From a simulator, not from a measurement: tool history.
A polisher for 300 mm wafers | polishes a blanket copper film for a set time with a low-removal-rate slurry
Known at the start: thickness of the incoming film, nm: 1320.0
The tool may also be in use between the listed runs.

| run | hour | flow of slurry (ml/min) | pressure of the wafer on the pad (psi) | speed of the pad under the wafer (m/s) | abrasive content of the slurry | polishing time (s) | film removed (Å) |
|---|---|---|---|---|---|---|---|
| 1 | 0 | 230 | 2.2 | 1.32 | 1 | 41 | 1074.5 |
| 2 | 1.2 | 230 | 2.2 | 1.32 | 1 | 41 | 1086.1 |
| 3 | 9.6 | 230 | 2.2 | 1.32 | 0.8 | 41 | 1023.2 |
| 4 | 16.3 | 230 | 2.2 | 1.32 | 0.7 | 41 | 1000.7 |
| 5 | 22.4 | 230 | 2.2 | 1.32 | 0.75 | 41 | 992.99 |
| 6 | 28.4 | 230 | 2.2 | 1.32 | 0.75 | 41 | 1015.6 |
| 7 | 33.8 | 230 | 2.1 | 1.32 | 0.75 | 41 | 971.06 |
| 8 | 42.2 | 230 | 2 | 1.32 | 0.75 | 41 | 910.6 |
| 9 | 45.1 | 230 | 1.9 | 1.32 | 0.75 | 41 | 876.9 |
| 10 | 48.8 | 230 | 1.8 | 1.32 | 0.75 | 41 | 839.87 |
| 11 | 51.9 | 230 | 1.7 | 1.32 | 0.75 | 41 | 774.65 |
| 12 | 54.3 | 230 | 1.7 | 1.32 | 0.75 | 41 | 781.21 |

The next listed run, before its measurement:
| 13 | 60.1 | 230 | 1.6 | 1.32 | 0.75 | 41 | ? |

film removed (Å): 757.37
